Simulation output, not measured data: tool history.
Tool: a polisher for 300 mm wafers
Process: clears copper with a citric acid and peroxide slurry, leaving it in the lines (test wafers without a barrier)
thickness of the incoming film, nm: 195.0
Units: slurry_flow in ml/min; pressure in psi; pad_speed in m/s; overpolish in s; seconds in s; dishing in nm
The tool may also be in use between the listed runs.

run,hour,slurry_flow,pressure,pad_speed,slurry_solids,overpolish,seconds,dishing
1,0.0,120,2.2,0.92,1.0,18,122.19,15.542
2,9.0,120,2.2,0.92,1.0,20,122.03,17.100
3,11.3,120,2.2,0.92,1.0,21,124.50,17.944
4,14.4,120,2.2,0.92,1.0,22,122.22,17.633
5,20.3,120,2.2,1.02,1.0,22,111.11,19.222
6,28.9,95,2.2,1.02,1.0,22,115.65,18.523

Run 7 comes next. What will it give?
7,37.1,95,2.2,1.02,1.0,23,?,?

Run 7 gave seconds 116.78 s, dishing 19.281 nm.

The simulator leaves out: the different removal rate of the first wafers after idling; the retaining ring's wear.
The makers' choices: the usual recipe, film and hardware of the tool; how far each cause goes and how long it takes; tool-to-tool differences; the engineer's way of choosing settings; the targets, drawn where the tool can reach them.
